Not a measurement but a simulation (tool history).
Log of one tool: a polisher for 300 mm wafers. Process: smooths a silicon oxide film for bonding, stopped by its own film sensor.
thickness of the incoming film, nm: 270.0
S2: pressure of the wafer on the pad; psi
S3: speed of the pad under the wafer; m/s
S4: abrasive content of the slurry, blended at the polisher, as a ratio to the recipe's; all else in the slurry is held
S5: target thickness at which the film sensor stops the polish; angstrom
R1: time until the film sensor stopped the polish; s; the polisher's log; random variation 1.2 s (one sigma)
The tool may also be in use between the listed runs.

run 1 hour=0 | flow_of_slurry_(ml/min)=225 S2=1.9 S3=0.86 S4=1 S5=2420 | R1=38.375
run 2 hour=8 | flow_of_slurry_(ml/min)=225 S2=1.9 S3=0.96 S4=1 S5=2420 | R1=35.31
run 3 hour=10.8 | flow_of_slurry_(ml/min)=225 S2=1.9 S3=0.96 S4=1.1 S5=2420 | R1=32.985
run 4 hour=17.9 | flow_of_slurry_(ml/min)=225 S2=1.5 S3=0.96 S4=1.1 S5=2420 | R1=39.757
run 5 hour=20.4 | flow_of_slurry_(ml/min)=225 S2=1.5 S3=1.16 S4=1.1 S5=2420 | R1=33.612
run 6 hour=24 | flow_of_slurry_(ml/min)=225 S2=1.5 S3=1.34 S4=1.1 S5=2420 | R1=29.03

The next listed run, before its measurement:
run 7 hour=27.1 | flow_of_slurry_(ml/min)=220 S2=1.4 S3=1.2 S4=1.05 S5=2420 | R1=?

R1: 35.107 s

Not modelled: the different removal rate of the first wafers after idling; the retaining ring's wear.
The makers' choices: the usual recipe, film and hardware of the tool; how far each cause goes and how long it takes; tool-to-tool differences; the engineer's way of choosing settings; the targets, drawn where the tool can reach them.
